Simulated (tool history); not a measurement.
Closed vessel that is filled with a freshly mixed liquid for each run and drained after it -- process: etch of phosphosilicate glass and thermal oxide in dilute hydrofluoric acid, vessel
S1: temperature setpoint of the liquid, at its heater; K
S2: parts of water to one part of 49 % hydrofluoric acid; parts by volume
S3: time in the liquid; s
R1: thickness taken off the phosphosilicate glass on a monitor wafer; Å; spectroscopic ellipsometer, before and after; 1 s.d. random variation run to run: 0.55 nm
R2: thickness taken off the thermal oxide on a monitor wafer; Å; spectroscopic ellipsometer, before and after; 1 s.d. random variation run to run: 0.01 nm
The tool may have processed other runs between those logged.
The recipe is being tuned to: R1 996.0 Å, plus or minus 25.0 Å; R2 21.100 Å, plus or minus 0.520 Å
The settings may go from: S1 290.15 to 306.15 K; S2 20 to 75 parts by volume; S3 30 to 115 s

run 1 hour=0.0 | S1=298.15 S2=45 S3=60 | R1=3287.4 R2=69.386
run 2 hour=4.0 | S1=299.65 S2=45 S3=60 | R1=3470.1 R2=73.776
run 3 hour=12.5 | S1=297.15 S2=55 S3=55 | R1=2338.5 R2=48.991
run 4 hour=18.9 | S1=295.65 S2=60 S3=50 | R1=1833.3 R2=38.503
run 5 hour=27.2 | S1=294.15 S2=65 S3=50 | R1=1563.7 R2=33.237
run 6 hour=31.7 | S1=293.15 S2=70 S3=50 | R1=1385.9 R2=29.201
run 7 hour=32.9 | S1=292.15 S2=70 S3=50 | R1=1317.0 R2=27.981
run 8 hour=40.7 | S1=291.65 S2=70 S3=50 | R1=1287.9 R2=27.498
run 9 hour=43.1 | S1=291.15 S2=70 S3=50 | R1=1266.3 R2=27.091
run 10 hour=48.5 | S1=290.65 S2=75 S3=45 | R1=1029.5 R2=22.089

Below are 5 possible settings for the next run. Only one of them brings all results inside the allowed miss of their targets. Which is it?
run A hour=53.9 | S1=293.65 S2=70 S3=40 | R1=? R2=?
run B hour=53.9 | S1=293.15 S2=55 S3=30 | R1=? R2=?
run C hour=53.9 | S1=292.15 S2=65 S3=35 | R1=? R2=?
run D hour=53.9 | S1=290.15 S2=65 S3=40 | R1=? R2=?
run E hour=53.9 | S1=290.15 S2=70 S3=45 | R1=? R2=?

move=A R1=1142.4 R2=23.917
move=B R1=1087.0 R2=22.758
move=C R1=1016.6 R2=21.283
move=D R1=1066.6 R2=22.332
move=E R1=1108.2 R2=23.201
A: misses by more than the last run did
B: misses by more than the last run did
C: every result lands within tolerance
D: misses by more than the last run did
E: misses by more than the last run did
C meets every target.
